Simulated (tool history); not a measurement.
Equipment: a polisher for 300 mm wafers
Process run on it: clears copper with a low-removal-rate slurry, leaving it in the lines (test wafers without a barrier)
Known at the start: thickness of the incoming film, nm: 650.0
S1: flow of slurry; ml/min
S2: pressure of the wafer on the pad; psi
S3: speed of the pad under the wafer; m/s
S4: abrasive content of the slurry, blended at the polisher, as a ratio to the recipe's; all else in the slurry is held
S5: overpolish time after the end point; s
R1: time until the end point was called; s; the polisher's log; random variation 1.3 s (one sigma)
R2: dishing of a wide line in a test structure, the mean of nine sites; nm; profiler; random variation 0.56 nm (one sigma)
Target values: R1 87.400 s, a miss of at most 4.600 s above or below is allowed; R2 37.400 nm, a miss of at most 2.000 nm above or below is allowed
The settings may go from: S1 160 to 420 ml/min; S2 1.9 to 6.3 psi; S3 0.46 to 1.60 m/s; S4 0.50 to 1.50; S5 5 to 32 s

Run 1, hour 0.0: S1 270 ml/min, S2 4.1 psi, S3 1.02 m/s, S4 1.00, S5 16 s. Result: R1 149.690 s, R2 46.229 nm.
Run 2, hour 8.5: S1 270 ml/min, S2 3.5 psi, S3 1.02 m/s, S4 1.00, S5 16 s. Result: R1 177.560 s, R2 40.767 nm.
Run 3, hour 15.1: S1 270 ml/min, S2 4.1 psi, S3 1.02 m/s, S4 1.00, S5 13 s. Result: R1 148.770 s, R2 39.933 nm.
Run 4, hour 19.7: S1 270 ml/min, S2 4.5 psi, S3 1.02 m/s, S4 1.00, S5 11 s. Result: R1 140.990 s, R2 36.973 nm.
Run 5, hour 25.7: S1 270 ml/min, S2 5.4 psi, S3 1.02 m/s, S4 1.00, S5 11 s. Result: R1 115.930 s, R2 44.324 nm.
Run 6, hour 30.3: S1 335 ml/min, S2 5.4 psi, S3 1.02 m/s, S4 1.00, S5 11 s. Result: R1 113.730 s, R2 43.980 nm.
Run 7, hour 33.3: S1 355 ml/min, S2 5.6 psi, S3 1.04 m/s, S4 1.00, S5 10 s. Result: R1 105.270 s, R2 42.680 nm.
Run 8, hour 39.0: S1 355 ml/min, S2 5.8 psi, S3 1.04 m/s, S4 1.00, S5 9 s. Result: R1 104.210 s, R2 39.899 nm.
Run 9, hour 44.1: S1 355 ml/min, S2 5.9 psi, S3 1.06 m/s, S4 1.00, S5 8 s. Result: R1 100.470 s, R2 37.660 nm.
Run 10, hour 52.1: S1 355 ml/min, S2 6.0 psi, S3 1.08 m/s, S4 1.00, S5 8 s. Result: R1 95.438 s, R2 39.001 nm.
Run 11, hour 53.1: S1 355 ml/min, S2 6.1 psi, S3 1.10 m/s, S4 1.00, S5 8 s. Result: R1 93.858 s, R2 40.270 nm.
Run 12, hour 57.9: S1 355 ml/min, S2 6.1 psi, S3 1.12 m/s, S4 1.00, S5 8 s. Result: R1 91.216 s, R2 41.612 nm.

Below are 5 possible settings for the next run. Only one of them brings all results inside the allowed miss of their targets. Which is it?
Run A, hour 62.7: S1 345 ml/min, S2 5.5 psi, S3 1.26 m/s, S4 0.90, S5 9 s. Result: R1 ?, R2 ?.
Run B, hour 62.7: S1 335 ml/min, S2 6.2 psi, S3 1.12 m/s, S4 1.20, S5 9 s. Result: R1 ?, R2 ?.
Run C, hour 62.7: S1 370 ml/min, S2 6.3 psi, S3 1.12 m/s, S4 0.95, S5 7 s. Result: R1 ?, R2 ?.
Run D, hour 62.7: S1 290 ml/min, S2 5.5 psi, S3 1.30 m/s, S4 0.85, S5 9 s. Result: R1 ?, R2 ?.
Run E, hour 62.7: S1 355 ml/min, S2 5.9 psi, S3 1.22 m/s, S4 0.85, S5 8 s. Result: R1 ?, R2 ?.

move      R1      R2
   A  93.127  46.039
   B  88.486  48.321
   C  90.097  38.124
   D  92.669  46.236
   E  90.385  42.729
A: lands further from the targets than the last run did
B: lands further from the targets than the last run did
C: in spec on every target
D: lands further from the targets than the last run did
E: lands further from the targets than the last run did
The move that meets every target is C.
